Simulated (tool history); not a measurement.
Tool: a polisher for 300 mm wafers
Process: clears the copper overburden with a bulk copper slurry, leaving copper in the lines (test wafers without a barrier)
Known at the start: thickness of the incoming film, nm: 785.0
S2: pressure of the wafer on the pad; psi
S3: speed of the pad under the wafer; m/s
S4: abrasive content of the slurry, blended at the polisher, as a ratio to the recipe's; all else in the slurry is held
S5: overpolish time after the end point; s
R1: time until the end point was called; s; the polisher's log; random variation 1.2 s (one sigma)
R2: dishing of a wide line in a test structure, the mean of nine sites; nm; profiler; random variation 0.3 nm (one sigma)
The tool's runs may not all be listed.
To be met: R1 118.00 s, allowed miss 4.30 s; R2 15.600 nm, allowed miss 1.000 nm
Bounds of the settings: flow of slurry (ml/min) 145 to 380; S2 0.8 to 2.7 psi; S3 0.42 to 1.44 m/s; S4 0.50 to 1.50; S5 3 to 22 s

Run 1, hour 0.0: flow of slurry (ml/min) 245, S2 1.7 psi, S3 0.92 m/s, S4 1.00, S5 11 s. Result: R1 146.54 s, R2 41.151 nm.
Run 2, hour 2.1: flow of slurry (ml/min) 245, S2 1.7 psi, S3 1.08 m/s, S4 1.00, S5 11 s. Result: R1 128.39 s, R2 46.087 nm.
Run 3, hour 4.0: flow of slurry (ml/min) 245, S2 2.0 psi, S3 1.08 m/s, S4 1.00, S5 11 s. Result: R1 110.91 s, R2 53.740 nm.
Run 4, hour 8.6: flow of slurry (ml/min) 265, S2 1.6 psi, S3 1.20 m/s, S4 1.15, S5 8 s. Result: R1 123.63 s, R2 38.049 nm.
Run 5, hour 14.2: flow of slurry (ml/min) 225, S2 1.5 psi, S3 1.28 m/s, S4 0.95, S5 6 s. Result: R1 129.84 s, R2 27.870 nm.
Run 6, hour 22.2: flow of slurry (ml/min) 200, S2 1.5 psi, S3 1.34 m/s, S4 0.80, S5 5 s. Result: R1 130.21 s, R2 22.576 nm.
Run 7, hour 26.7: flow of slurry (ml/min) 200, S2 1.5 psi, S3 1.34 m/s, S4 0.80, S5 5 s. Result: R1 130.78 s, R2 22.314 nm.
Run 8, hour 31.7: flow of slurry (ml/min) 180, S2 1.6 psi, S3 1.38 m/s, S4 0.70, S5 4 s. Result: R1 122.81 s, R2 19.265 nm.
Run 9, hour 32.6: flow of slurry (ml/min) 170, S2 1.7 psi, S3 1.38 m/s, S4 0.65, S5 4 s. Result: R1 119.67 s, R2 20.325 nm.
Run 10, hour 37.5: flow of slurry (ml/min) 160, S2 1.7 psi, S3 1.40 m/s, S4 0.60, S5 4 s. Result: R1 121.05 s, R2 20.953 nm.
Run 11, hour 40.3: flow of slurry (ml/min) 200, S2 1.6 psi, S3 1.42 m/s, S4 0.55, S5 4 s. Result: R1 123.38 s, R2 19.612 nm.
Run 12, hour 46.9: flow of slurry (ml/min) 180, S2 1.6 psi, S3 1.42 m/s, S4 0.55, S5 4 s. Result: R1 124.57 s, R2 19.578 nm.
Run 13, hour 51.3: flow of slurry (ml/min) 170, S2 1.6 psi, S3 1.42 m/s, S4 0.55, S5 4 s. Result: R1 126.24 s, R2 18.380 nm.
Run 14, hour 54.6: flow of slurry (ml/min) 160, S2 1.6 psi, S3 1.42 m/s, S4 0.55, S5 4 s. Result: R1 127.89 s, R2 18.798 nm.
Run 15, hour 55.9: flow of slurry (ml/min) 160, S2 1.6 psi, S3 1.42 m/s, S4 0.55, S5 4 s. Result: R1 126.24 s, R2 19.135 nm.
Run 16, hour 59.3: flow of slurry (ml/min) 205, S2 1.4 psi, S3 1.44 m/s, S4 0.80, S5 3 s. Result: R1 132.49 s, R2 14.144 nm.
Run 17, hour 68.2: flow of slurry (ml/min) 215, S2 1.4 psi, S3 1.44 m/s, S4 0.85, S5 3 s. Result: R1 126.79 s, R2 14.301 nm.

4 next moves are on the table. One of them brings every result within its allowed miss. Which?
Run A, hour 77.1: flow of slurry (ml/min) 250, S2 1.4 psi, S3 1.32 m/s, S4 0.65, S5 3 s. Result: R1 ?, R2 ?.
Run B, hour 77.1: flow of slurry (ml/min) 195, S2 1.5 psi, S3 1.38 m/s, S4 0.65, S5 3 s. Result: R1 ?, R2 ?.
Run C, hour 77.1: flow of slurry (ml/min) 255, S2 1.7 psi, S3 1.24 m/s, S4 0.90, S5 3 s. Result: R1 ?, R2 ?.
Run D, hour 77.1: flow of slurry (ml/min) 145, S2 1.6 psi, S3 1.28 m/s, S4 0.90, S5 3 s. Result: R1 ?, R2 ?.

move      R1      R2
   A  142.91  13.379
   B  133.38  14.308
   C  118.66  16.034
   D  134.49  14.222
A: further off than the last run
B: further off than the last run
C: meets every target
D: further off than the last run
Move C is the one to make.
